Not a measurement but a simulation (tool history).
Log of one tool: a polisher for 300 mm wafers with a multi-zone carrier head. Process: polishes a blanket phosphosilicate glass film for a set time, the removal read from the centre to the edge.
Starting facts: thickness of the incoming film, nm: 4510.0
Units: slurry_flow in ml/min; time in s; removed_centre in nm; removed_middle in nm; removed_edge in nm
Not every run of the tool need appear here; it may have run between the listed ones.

run 1 hour=0 | slurry_flow=225 centre_zone=1 middle_zone=1 edge_zone=1 slurry_solids=1 time=58 | removed_centre=488.2 removed_middle=506.76 removed_edge=488.2
run 2 hour=5.6 | slurry_flow=220 centre_zone=0.97 middle_zone=1 edge_zone=0.98 slurry_solids=0.95 time=58 | removed_centre=459.32 removed_middle=490.3 removed_edge=483.26
run 3 hour=12.6 | slurry_flow=185 centre_zone=0.97 middle_zone=1 edge_zone=0.98 slurry_solids=0.95 time=58 | removed_centre=436.69 removed_middle=473.84 removed_edge=462.52
run 4 hour=13.4 | slurry_flow=175 centre_zone=0.97 middle_zone=1.02 edge_zone=0.97 slurry_solids=0.95 time=58 | removed_centre=437.11 removed_middle=473.77 removed_edge=463.69
run 5 hour=20.8 | slurry_flow=175 centre_zone=0.97 middle_zone=0.94 edge_zone=0.97 slurry_solids=0.95 time=58 | removed_centre=449.38 removed_middle=441.69 removed_edge=470.31
run 6 hour=21.6 | slurry_flow=175 centre_zone=0.97 middle_zone=0.97 edge_zone=0.96 slurry_solids=0.95 time=58 | removed_centre=436.54 removed_middle=449.68 removed_edge=461.09

Forecast run 7:
run 7 hour=26.7 | slurry_flow=175 centre_zone=0.97 middle_zone=1 edge_zone=0.94 slurry_solids=0.95 time=58 | removed_centre=? removed_middle=? removed_edge=?

Run 7 measured removed_centre 432.59 nm, removed_middle 471.27 nm, removed_edge 448.81 nm.
